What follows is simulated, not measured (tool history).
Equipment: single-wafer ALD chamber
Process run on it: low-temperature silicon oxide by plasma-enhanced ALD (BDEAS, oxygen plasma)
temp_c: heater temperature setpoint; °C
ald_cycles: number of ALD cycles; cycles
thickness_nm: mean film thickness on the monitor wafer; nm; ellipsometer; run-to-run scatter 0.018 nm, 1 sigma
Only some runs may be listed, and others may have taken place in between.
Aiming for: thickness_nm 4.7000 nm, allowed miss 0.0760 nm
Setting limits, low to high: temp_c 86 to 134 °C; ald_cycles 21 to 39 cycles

{"run": 1, "hour": 0.0, "temp_c": 110, "ald_cycles": 30, "thickness_nm": 3.9007}
{"run": 2, "hour": 8.7, "temp_c": 103, "ald_cycles": 30, "thickness_nm": 3.9701}
{"run": 3, "hour": 16.4, "temp_c": 101, "ald_cycles": 31, "thickness_nm": 4.0941}
{"run": 4, "hour": 22.0, "temp_c": 95, "ald_cycles": 31, "thickness_nm": 4.2075}
{"run": 5, "hour": 29.3, "temp_c": 95, "ald_cycles": 33, "thickness_nm": 4.4971}
{"run": 6, "hour": 35.2, "temp_c": 94, "ald_cycles": 33, "thickness_nm": 4.5056}
{"run": 7, "hour": 41.5, "temp_c": 93, "ald_cycles": 33, "thickness_nm": 4.5056}
{"run": 8, "hour": 44.8, "temp_c": 93, "ald_cycles": 33, "thickness_nm": 4.5476}
{"run": 9, "hour": 49.6, "temp_c": 92, "ald_cycles": 33, "thickness_nm": 4.5241}
{"run": 10, "hour": 57.6, "temp_c": 91, "ald_cycles": 33, "thickness_nm": 4.5657}
{"run": 11, "hour": 61.3, "temp_c": 90, "ald_cycles": 33, "thickness_nm": 4.5748}

Consider the 4 candidate settings below. Which is the only one whose results all fall within their allowed miss of target?
{"run": "A", "hour": 65.0, "temp_c": 89, "ald_cycles": 32, "thickness_nm": "?"}
{"run": "B", "hour": 65.0, "temp_c": 97, "ald_cycles": 32, "thickness_nm": "?"}
{"run": "C", "hour": 65.0, "temp_c": 98, "ald_cycles": 33, "thickness_nm": "?"}
{"run": "D", "hour": 65.0, "temp_c": 92, "ald_cycles": 34, "thickness_nm": "?"}

move=A thickness_nm=4.4581
move=B thickness_nm=4.3227
move=C thickness_nm=4.4403
move=D thickness_nm=4.6828
A: misses by more than the last run did
B: misses by more than the last run did
C: misses by more than the last run did
D: meets every target
D is the move that brings every result within its allowed miss.
